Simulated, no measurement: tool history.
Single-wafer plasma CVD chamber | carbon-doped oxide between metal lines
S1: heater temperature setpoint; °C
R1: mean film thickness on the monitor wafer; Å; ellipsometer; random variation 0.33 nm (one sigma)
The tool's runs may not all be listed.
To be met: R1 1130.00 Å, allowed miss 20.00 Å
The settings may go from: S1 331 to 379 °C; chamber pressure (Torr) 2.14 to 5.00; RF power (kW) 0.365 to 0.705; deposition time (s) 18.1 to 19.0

Run 1, hour 0.0: S1 355 °C, chamber pressure (Torr) 3.57, RF power (kW) 0.535, deposition time (s) 19.0. Result: R1 963.39 Å.
Run 2, hour 5.6: S1 355 °C, chamber pressure (Torr) 4.21, RF power (kW) 0.535, deposition time (s) 19.0. Result: R1 984.09 Å.
Run 3, hour 7.0: S1 355 °C, chamber pressure (Torr) 3.70, RF power (kW) 0.535, deposition time (s) 19.0. Result: R1 970.05 Å.
Run 4, hour 9.4: S1 352 °C, chamber pressure (Torr) 3.89, RF power (kW) 0.560, deposition time (s) 19.0. Result: R1 1015.80 Å.
Run 5, hour 14.6: S1 349 °C, chamber pressure (Torr) 4.06, RF power (kW) 0.570, deposition time (s) 19.0. Result: R1 1043.30 Å.
Run 6, hour 22.9: S1 349 °C, chamber pressure (Torr) 4.06, RF power (kW) 0.515, deposition time (s) 19.0. Result: R1 974.31 Å.
Run 7, hour 30.7: S1 346 °C, chamber pressure (Torr) 4.21, RF power (kW) 0.535, deposition time (s) 19.0. Result: R1 1012.80 Å.
Run 8, hour 33.1: S1 344 °C, chamber pressure (Torr) 4.33, RF power (kW) 0.550, deposition time (s) 19.0. Result: R1 1046.30 Å.
Run 9, hour 39.6: S1 342 °C, chamber pressure (Torr) 4.44, RF power (kW) 0.560, deposition time (s) 19.0. Result: R1 1064.30 Å.
Run 10, hour 43.4: S1 337 °C, chamber pressure (Torr) 4.74, RF power (kW) 0.605, deposition time (s) 19.0. Result: R1 1163.50 Å.

5 next moves are on the table. One of them brings every result within its allowed miss. Which?
Run A, hour 47.2: S1 341 °C, chamber pressure (Torr) 4.85, RF power (kW) 0.595, deposition time (s) 19.0. Result: R1 ?.
Run B, hour 47.2: S1 339 °C, chamber pressure (Torr) 5.00, RF power (kW) 0.610, deposition time (s) 19.0. Result: R1 ?.
Run C, hour 47.2: S1 332 °C, chamber pressure (Torr) 4.54, RF power (kW) 0.555, deposition time (s) 18.6. Result: R1 ?.
Run D, hour 47.2: S1 344 °C, chamber pressure (Torr) 4.83, RF power (kW) 0.660, deposition time (s) 19.0. Result: R1 ?.
Run E, hour 47.2: S1 335 °C, chamber pressure (Torr) 4.86, RF power (kW) 0.580, deposition time (s) 18.1. Result: R1 ?.

move       R1
   A  1141.00
   B  1175.00
   C  1090.30
   D  1214.50
   E  1092.60
A: meets every target
B: further off than the last run
C: takes the result that was furthest off past its target
D: further off than the last run
E: takes the result that was furthest off past its target
Move A is the one to make.

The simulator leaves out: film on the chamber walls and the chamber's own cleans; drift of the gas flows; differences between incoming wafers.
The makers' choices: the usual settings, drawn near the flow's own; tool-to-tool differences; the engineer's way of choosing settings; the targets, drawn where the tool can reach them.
